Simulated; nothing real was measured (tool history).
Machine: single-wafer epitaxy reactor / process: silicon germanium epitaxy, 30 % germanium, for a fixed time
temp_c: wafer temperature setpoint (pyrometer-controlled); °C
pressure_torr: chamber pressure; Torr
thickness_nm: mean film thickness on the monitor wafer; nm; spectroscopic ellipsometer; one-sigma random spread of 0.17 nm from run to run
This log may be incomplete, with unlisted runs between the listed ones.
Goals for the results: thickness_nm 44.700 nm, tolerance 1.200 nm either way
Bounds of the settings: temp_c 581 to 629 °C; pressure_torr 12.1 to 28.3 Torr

run,hour,temp_c,pressure_torr,thickness_nm
1,0.0,605,20.2,67.206
2,6.2,605,23.3,71.491
3,6.8,597,22.6,60.219
4,10.5,606,22.6,72.283
5,19.0,598,22.4,61.123
6,27.4,598,24.2,62.956
7,33.7,586,21.8,47.063
8,42.3,585,21.8,46.106
# hour 45.5: capacitance manometer re-zeroed and calibrated
9,45.5,584,21.8,46.237

Next run, 4 choices. One meets every target within its allowed miss, the rest don't. Which?
A,48.7,581,19.3,?
B,48.7,586,22.4,?
C,48.7,584,20.7,?
D,48.7,583,19.0,?

move,thickness_nm
A,41.127
B,48.778
C,45.192
D,42.626
A: pushes the last run's worst result past its target
B: the biggest miss grows against the last run
C: all results land within tolerance of their targets
D: pushes the last run's worst result past its target
C meets every target.
